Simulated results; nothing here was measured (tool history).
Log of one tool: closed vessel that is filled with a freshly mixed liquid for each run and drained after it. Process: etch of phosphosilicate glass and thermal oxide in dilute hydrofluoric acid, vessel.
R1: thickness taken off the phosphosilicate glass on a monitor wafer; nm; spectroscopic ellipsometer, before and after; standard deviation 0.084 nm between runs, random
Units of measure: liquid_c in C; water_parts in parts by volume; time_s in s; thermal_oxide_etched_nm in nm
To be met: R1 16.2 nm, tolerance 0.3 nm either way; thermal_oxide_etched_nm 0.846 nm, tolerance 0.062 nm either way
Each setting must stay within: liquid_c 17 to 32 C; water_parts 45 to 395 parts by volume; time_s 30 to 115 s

run 1 hour=0 | liquid_c=24 water_parts=220 time_s=60 | R1=20.769 thermal_oxide_etched_nm=1.0608
run 2 hour=5.7 | liquid_c=24 water_parts=220 time_s=50 | R1=17.347 thermal_oxide_etched_nm=0.90631
run 3 hour=7 | liquid_c=24 water_parts=280 time_s=50 | R1=12.852 thermal_oxide_etched_nm=0.67569
run 4 hour=15.2 | liquid_c=27.5 water_parts=280 time_s=50 | R1=14.474 thermal_oxide_etched_nm=0.73227
run 5 hour=23.3 | liquid_c=28 water_parts=280 time_s=50 | R1=14.786 thermal_oxide_etched_nm=0.76835
-- hour=29.3 thermometer replaced
run 6 hour=29.3 | liquid_c=25.5 water_parts=280 time_s=50 | R1=14.289 thermal_oxide_etched_nm=0.75748
run 7 hour=34.4 | liquid_c=29.5 water_parts=270 time_s=50 | R1=17.138 thermal_oxide_etched_nm=0.92325
run 8 hour=36.4 | liquid_c=29 water_parts=270 time_s=50 | R1=16.853 thermal_oxide_etched_nm=0.85795
run 9 hour=39.2 | liquid_c=28.5 water_parts=270 time_s=50 | R1=16.565 thermal_oxide_etched_nm=0.87233

5 next moves are on the table. One of them brings every result within its allowed miss. Which?
run A hour=42 | liquid_c=26 water_parts=305 time_s=65 | R1=? thermal_oxide_etched_nm=?
run B hour=42 | liquid_c=32 water_parts=195 time_s=30 | R1=? thermal_oxide_etched_nm=?
run C hour=42 | liquid_c=27 water_parts=285 time_s=55 | R1=? thermal_oxide_etched_nm=?
run D hour=42 | liquid_c=26 water_parts=375 time_s=85 | R1=? thermal_oxide_etched_nm=?
run E hour=42 | liquid_c=24 water_parts=340 time_s=80 | R1=? thermal_oxide_etched_nm=?

move=A R1=16.91 thermal_oxide_etched_nm=0.89053
move=B R1=16.944 thermal_oxide_etched_nm=0.89233
move=C R1=16.168 thermal_oxide_etched_nm=0.85145
move=D R1=16.795 thermal_oxide_etched_nm=0.88446
move=E R1=16.863 thermal_oxide_etched_nm=0.88807
A: the biggest miss grows against the last run
B: the biggest miss grows against the last run
C: each result inside its tolerance
D: the biggest miss grows against the last run
E: the biggest miss grows against the last run
Correct choice: C, which meets every target

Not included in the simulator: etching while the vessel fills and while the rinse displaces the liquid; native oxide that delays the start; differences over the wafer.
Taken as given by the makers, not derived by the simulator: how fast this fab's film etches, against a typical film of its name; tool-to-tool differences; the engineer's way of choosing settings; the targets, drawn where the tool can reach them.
